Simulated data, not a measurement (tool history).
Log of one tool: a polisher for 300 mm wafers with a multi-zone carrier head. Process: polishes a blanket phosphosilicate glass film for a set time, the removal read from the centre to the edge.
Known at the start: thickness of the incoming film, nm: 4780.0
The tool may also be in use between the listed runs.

run	hour	flow of slurry (ml/min)	pressure of the head's centre zone	pressure of the head's middle zone	pressure of the head's edge zone	abrasive content of the slurry	polishing time (s)	film removed at the wafer's centre (Å)	film removed at mid-radius (Å)	film removed at the wafer's edge (Å)
1	0	195	1	1	1	1	41	4523.7	4572.3	4620.4
2	5.6	145	1	1	1	1	41	4206.9	4383.2	4397.7
3	7	155	1.01	1.01	1.02	1.05	41	4393.6	4686.4	4622.2
4	14.5	165	1.03	1.01	1.04	1.1	41	4649.9	4787.2	4785.2
5	23.1	165	1.03	1.01	0.99	1.1	41	4655.3	4745.9	4637.5
6	23.8	145	1.03	1.01	0.99	1.1	41	4513.7	4691.1	4497.7
7	26.3	145	1.03	1.01	0.99	1.1	41	4563.5	4641.3	4537.7
8	30.1	160	1.04	1.01	1.01	1.15	41	4818.7	4816.6	4772.6
9	30.8	170	1.05	1.02	1.03	1.2	41	4928.5	5116	5013.5
10	37.2	180	1.07	1.02	1.04	1.25	41	5131.4	5173	5163
11	42.8	180	1.07	1.02	1.04	1.25	41	5184.5	5243.1	5118.6

The next listed run, before its measurement:
12	47.5	190	1.08	1.02	1.06	1.3	41	?	?	?

{"run 12": {"film removed at the wafer's centre (Å)": 5367.6, "film removed at mid-radius (Å)": 5228.7, "film removed at the wafer's edge (Å)": 5244.9}}

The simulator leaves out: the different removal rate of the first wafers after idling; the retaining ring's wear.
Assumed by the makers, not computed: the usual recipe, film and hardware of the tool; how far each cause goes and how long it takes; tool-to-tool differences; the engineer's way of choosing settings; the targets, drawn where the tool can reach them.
